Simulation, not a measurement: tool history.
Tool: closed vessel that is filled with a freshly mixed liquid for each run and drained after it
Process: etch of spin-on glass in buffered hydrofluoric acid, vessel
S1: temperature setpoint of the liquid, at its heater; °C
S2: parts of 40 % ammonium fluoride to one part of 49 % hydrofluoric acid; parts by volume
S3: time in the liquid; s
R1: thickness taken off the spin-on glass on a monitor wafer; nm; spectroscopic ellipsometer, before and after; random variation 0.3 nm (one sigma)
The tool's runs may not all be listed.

Run 1, hour 0: S1 23 °C, S2 9.5 parts by volume, S3 35 s. Result: R1 122.92 nm.
Run 2, hour 9: S1 26.5 °C, S2 9.5 parts by volume, S3 35 s. Result: R1 148.4 nm.
Run 3, hour 13.6: S1 28.5 °C, S2 9.5 parts by volume, S3 35 s. Result: R1 164.58 nm.
Run 4, hour 19.2: S1 28.5 °C, S2 9.5 parts by volume, S3 30 s. Result: R1 142.38 nm.
Run 5, hour 24: S1 28.5 °C, S2 11 parts by volume, S3 30 s. Result: R1 125.4 nm.
Run 6, hour 27.9: S1 27.5 °C, S2 11 parts by volume, S3 30 s. Result: R1 118.06 nm.
Run 7, hour 29.7: S1 26.5 °C, S2 11 parts by volume, S3 30 s. Result: R1 113.02 nm.

Run 8 comes next. What will it give?
Run 8, hour 31.3: S1 22.5 °C, S2 11 parts by volume, S3 30 s. Result: R1 ?.

R1: 90.896 nm
